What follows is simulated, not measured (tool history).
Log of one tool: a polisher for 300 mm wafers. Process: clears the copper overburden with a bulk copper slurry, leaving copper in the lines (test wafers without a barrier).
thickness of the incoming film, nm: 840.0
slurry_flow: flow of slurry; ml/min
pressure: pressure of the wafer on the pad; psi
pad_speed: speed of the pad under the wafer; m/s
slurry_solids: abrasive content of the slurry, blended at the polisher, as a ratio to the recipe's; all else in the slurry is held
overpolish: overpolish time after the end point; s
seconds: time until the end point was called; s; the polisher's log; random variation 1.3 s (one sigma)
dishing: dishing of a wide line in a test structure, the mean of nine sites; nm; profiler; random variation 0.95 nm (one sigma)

run 1 hour=0 | slurry_flow=250 pressure=2.7 pad_speed=1.38 slurry_solids=1 overpolish=20 | seconds=60.997 dishing=81.803
run 2 hour=5.2 | slurry_flow=250 pressure=2.7 pad_speed=1.52 slurry_solids=1 overpolish=20 | seconds=54.272 dishing=81.138
run 3 hour=14 | slurry_flow=250 pressure=2.3 pad_speed=1.44 slurry_solids=1 overpolish=18 | seconds=66.92 dishing=74.061
run 4 hour=21.3 | slurry_flow=250 pressure=2.3 pad_speed=1.44 slurry_solids=0.8 overpolish=18 | seconds=71.454 dishing=73.308
run 5 hour=28.4 | slurry_flow=250 pressure=2 pad_speed=1.4 slurry_solids=0.8 overpolish=17 | seconds=84.147 dishing=67.892
run 6 hour=29 | slurry_flow=250 pressure=2 pad_speed=1.64 slurry_solids=0.8 overpolish=17 | seconds=72.375 dishing=70.291
run 7 hour=31 | slurry_flow=250 pressure=1.8 pad_speed=1.56 slurry_solids=0.8 overpolish=17 | seconds=83.139 dishing=66.81
run 8 hour=38.4 | slurry_flow=250 pressure=1.7 pad_speed=1.52 slurry_solids=0.8 overpolish=17 | seconds=89.144 dishing=64.177
run 9 hour=45.4 | slurry_flow=250 pressure=1.6 pad_speed=1.48 slurry_solids=0.8 overpolish=17 | seconds=94.355 dishing=61.68
run 10 hour=48.2 | slurry_flow=250 pressure=1.5 pad_speed=1.44 slurry_solids=0.8 overpolish=18 | seconds=103.89 dishing=60.882

Forecast run 11:
run 11 hour=51.9 | slurry_flow=250 pressure=1.4 pad_speed=1.44 slurry_solids=0.8 overpolish=18 | seconds=? dishing=?

Run 11 gave seconds 109.38 s, dishing 58.1 nm.
